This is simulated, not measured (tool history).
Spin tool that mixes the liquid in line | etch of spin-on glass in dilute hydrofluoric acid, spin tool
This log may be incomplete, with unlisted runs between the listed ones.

run,hour,temperature setpoint of the liquid (C),parts of water to one part of 49 % hydrofluoric acid (parts by volume),time under the liquid (s),thickness taken off the spin-on glass on a monitor wafer (angstrom)
1,0.0,21.0,220,35,39.899
2,4.8,22.5,210,35,44.656
3,13.0,23.5,205,35,47.849
4,20.4,24.5,200,35,51.222
5,24.6,25.5,195,35,54.841
6,29.1,26.0,195,35,55.515
7,37.5,26.5,195,35,56.644
8,41.5,27.0,195,35,57.950

Run 9 comes next. What will it give?
9,46.5,27.5,195,35,?

Run 9 gave thickness taken off the spin-on glass on a monitor wafer (angstrom) 58.467.
